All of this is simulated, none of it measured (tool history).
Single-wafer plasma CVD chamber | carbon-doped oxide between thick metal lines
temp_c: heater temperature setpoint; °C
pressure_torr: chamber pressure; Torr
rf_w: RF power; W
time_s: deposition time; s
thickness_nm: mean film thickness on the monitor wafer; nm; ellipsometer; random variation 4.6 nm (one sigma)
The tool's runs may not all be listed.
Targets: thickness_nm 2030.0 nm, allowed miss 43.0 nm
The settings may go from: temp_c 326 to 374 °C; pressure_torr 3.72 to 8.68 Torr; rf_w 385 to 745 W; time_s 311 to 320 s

run 1 hour=0.0 | temp_c=350 pressure_torr=6.20 rf_w=565 time_s=311 | thickness_nm=1765.7
run 2 hour=3.0 | temp_c=349 pressure_torr=6.37 rf_w=585 time_s=312 | thickness_nm=1828.4
run 3 hour=6.2 | temp_c=357 pressure_torr=6.37 rf_w=585 time_s=312 | thickness_nm=1783.4
run 4 hour=10.0 | temp_c=357 pressure_torr=5.55 rf_w=585 time_s=312 | thickness_nm=1769.9
run 5 hour=14.9 | temp_c=357 pressure_torr=4.91 rf_w=585 time_s=312 | thickness_nm=1748.5
run 6 hour=20.6 | temp_c=357 pressure_torr=5.41 rf_w=585 time_s=312 | thickness_nm=1769.8
run 7 hour=26.1 | temp_c=356 pressure_torr=5.52 rf_w=605 time_s=313 | thickness_nm=1818.0
run 8 hour=26.7 | temp_c=354 pressure_torr=5.65 rf_w=620 time_s=313 | thickness_nm=1858.3
run 9 hour=32.3 | temp_c=353 pressure_torr=5.77 rf_w=630 time_s=313 | thickness_nm=1893.4
run 10 hour=33.9 | temp_c=351 pressure_torr=5.88 rf_w=640 time_s=313 | thickness_nm=1920.2

5 next moves are on the table. One of them brings every result within its allowed miss. Which?
run A hour=35.5 | temp_c=355 pressure_torr=6.02 rf_w=630 time_s=318 | thickness_nm=?
run B hour=35.5 | temp_c=345 pressure_torr=5.52 rf_w=590 time_s=311 | thickness_nm=?
run C hour=35.5 | temp_c=343 pressure_torr=5.75 rf_w=655 time_s=318 | thickness_nm=?
run D hour=35.5 | temp_c=349 pressure_torr=5.90 rf_w=580 time_s=311 | thickness_nm=?
run E hour=35.5 | temp_c=351 pressure_torr=5.75 rf_w=575 time_s=315 | thickness_nm=?

move=A thickness_nm=1915.6
move=B thickness_nm=1833.3
move=C thickness_nm=2027.6
move=D thickness_nm=1800.6
move=E thickness_nm=1798.6
A: as far off as the last run
B: further off than the last run
C: meets every target
D: further off than the last run
E: further off than the last run
The right move is C.
